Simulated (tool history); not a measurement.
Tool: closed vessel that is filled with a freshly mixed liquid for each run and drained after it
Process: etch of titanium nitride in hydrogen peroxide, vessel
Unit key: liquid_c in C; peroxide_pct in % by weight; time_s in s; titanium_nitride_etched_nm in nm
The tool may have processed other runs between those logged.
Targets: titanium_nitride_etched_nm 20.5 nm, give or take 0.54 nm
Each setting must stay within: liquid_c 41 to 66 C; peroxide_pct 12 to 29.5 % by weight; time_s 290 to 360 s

run  hour  liquid_c  peroxide_pct  time_s  titanium_nitride_etched_nm
  1     0        57            20     360                      30.567
  2   2.4        57          17.5     360                      29.321
  3  10.7        57          17.5     360                      29.429
  4  13.1        57          17.5     290                      23.603
  5  21.5      56.5          17.5     290                       22.63
  6    28        62          17.5     290                      33.477
  7  36.5        54          17.5     290                      18.923
  8  39.5        54          17.5     290                      19.276
  9  42.4      54.5          17.5     290                      19.892

Which single option among these 5 for the next run brings every result within its allowed miss of target? Just one does.
  A  45.3        52          19.5     315                           ?
  B  45.3      54.5          14.5     290                           ?
  C  45.3      52.5          17.5     325                           ?
  D  45.3      53.5          18.5     320                           ?
  E  45.3      51.5          17.5     350                           ?

move  titanium_nitride_etched_nm
   A                       18.82
   B                      19.423
   C                      19.663
   D                       21.03
   E                      19.717
A: misses by more than the last run did
B: misses by more than the last run did
C: misses by more than the last run did
D: every result within its allowed miss
E: misses by more than the last run did
Move D is the one to make.
